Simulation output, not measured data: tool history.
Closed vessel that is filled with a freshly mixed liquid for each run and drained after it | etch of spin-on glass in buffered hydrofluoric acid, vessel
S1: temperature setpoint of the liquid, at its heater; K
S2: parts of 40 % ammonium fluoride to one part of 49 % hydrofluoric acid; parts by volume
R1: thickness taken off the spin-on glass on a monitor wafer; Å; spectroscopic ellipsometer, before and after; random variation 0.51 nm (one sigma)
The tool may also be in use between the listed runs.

run 1 hour=0 | S1=294.15 S2=17.5 time_in_the_liquid_(s)=105 | R1=1917.3
run 2 hour=6.4 | S1=293.15 S2=18.5 time_in_the_liquid_(s)=105 | R1=1722
run 3 hour=10.6 | S1=293.15 S2=18.5 time_in_the_liquid_(s)=105 | R1=1710.3
run 4 hour=18.1 | S1=293.15 S2=18.5 time_in_the_liquid_(s)=110 | R1=1797.6
run 5 hour=23 | S1=294.65 S2=18.5 time_in_the_liquid_(s)=110 | R1=1963.7
run 6 hour=24.6 | S1=291.65 S2=18.5 time_in_the_liquid_(s)=110 | R1=1639.7
run 7 hour=27.5 | S1=291.15 S2=19 time_in_the_liquid_(s)=110 | R1=1567

Run 8 comes next. What will it give?
-- hour=33 hydrofluoric acid flow meter replaced
run 8 hour=33 | S1=290.65 S2=19.5 time_in_the_liquid_(s)=110 | R1=?

{"run 8": {"R1": 1333.7}}

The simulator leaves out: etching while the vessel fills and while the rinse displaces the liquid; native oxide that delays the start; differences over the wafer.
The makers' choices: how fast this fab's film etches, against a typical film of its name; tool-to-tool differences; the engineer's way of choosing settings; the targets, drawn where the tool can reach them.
